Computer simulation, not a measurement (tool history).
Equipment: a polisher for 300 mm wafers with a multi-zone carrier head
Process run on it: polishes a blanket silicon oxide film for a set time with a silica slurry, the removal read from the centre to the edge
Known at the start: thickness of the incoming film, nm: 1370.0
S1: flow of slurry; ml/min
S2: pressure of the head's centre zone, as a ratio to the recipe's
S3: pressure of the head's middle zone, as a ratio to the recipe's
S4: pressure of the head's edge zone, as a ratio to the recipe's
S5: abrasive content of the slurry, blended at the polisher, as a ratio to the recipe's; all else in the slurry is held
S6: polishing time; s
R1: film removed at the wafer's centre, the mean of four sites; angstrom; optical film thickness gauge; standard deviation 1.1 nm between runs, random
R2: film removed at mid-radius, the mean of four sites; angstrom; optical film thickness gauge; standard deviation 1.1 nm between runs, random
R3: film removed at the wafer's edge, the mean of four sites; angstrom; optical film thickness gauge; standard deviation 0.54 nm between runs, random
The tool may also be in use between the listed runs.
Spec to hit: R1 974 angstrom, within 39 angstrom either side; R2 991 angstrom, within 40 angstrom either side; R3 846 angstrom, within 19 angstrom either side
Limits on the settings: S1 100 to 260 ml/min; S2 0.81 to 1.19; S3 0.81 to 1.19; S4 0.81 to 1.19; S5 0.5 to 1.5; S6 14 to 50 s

run,day,S1,S2,S3,S4,S5,S6,R1,R2,R3
1,0,165,1,1,1,1,32,1099.8,1099.3,1063.9
2,0.229,160,1,1.01,0.97,0.95,32,1071.2,1085.8,1037
3,0.558,160,1,1.01,0.97,0.95,24,823.35,825.7,775.3
4,0.808,170,1.01,1.03,0.98,0.95,24,816.6,838.67,786.15
5,0.979,175,1.04,1.05,0.97,1,24,854.72,871.15,792.78
6,1.288,175,1.04,1.05,0.97,1,20,723.25,737.7,662.25
7,1.388,180,1.06,1.06,0.98,1.1,20,775.6,774.52,696.83
8,1.512,180,1.06,1.06,0.98,1.1,20,763.84,761.71,699.55
9,1.833,190,1.07,1.08,0.97,1.2,20,802.35,797.37,725.82
10,2.004,195,1.08,1.1,0.96,1.25,20,824.45,828.9,730.97
11,2.35,200,1.09,1.12,0.97,1.3,20,877.88,857.76,742.63
12,2.654,205,1.08,1.13,0.99,1.35,20,886.9,892.36,767.48
13,2.967,210,1.08,1.14,1.01,1.35,20,863.41,897.72,770.1
14,3.196,215,1.09,1.15,1.02,1.4,20,880.51,923.46,788.04
15,3.462,215,1.1,1.15,1.02,1.4,20,908.16,921.13,792.46
16,3.792,215,1.1,1.15,1.02,1.4,20,907.08,927.65,792.48
17,4.112,220,1.11,1.15,1.03,1.4,20,899.37,929.3,791.34
18,4.296,220,1.12,1.15,1.04,1.4,20,901.73,930.71,799.99
19,4.583,220,1.13,1.15,1.04,1.4,20,918.94,899.69,801.06
20,4.642,225,1.13,1.16,1.04,1.4,20,929.12,922.13,800.4

Which of these 4 next moves meets every target?
A,4.7,240,1.05,1.1,0.92,1.45,22,?,?,?
B,4.7,235,1.18,1.02,1.03,1.4,19,?,?,?
C,4.7,170,1.13,1.1,1.19,1.35,21,?,?,?
D,4.7,230,1.07,1.19,1.03,1.45,20,?,?,?

move,R1,R2,R3
A,967.72,1023.1,841.62
B,925.65,815.89,757.25
C,924.51,911.77,862.11
D,892.43,990.25,803.61
A: every result lands within tolerance
B: misses by more than the last run did
C: corrects the largest miss of the last run, while another result sits out of spec
D: closer than the last run, but not yet in spec
Answer: A
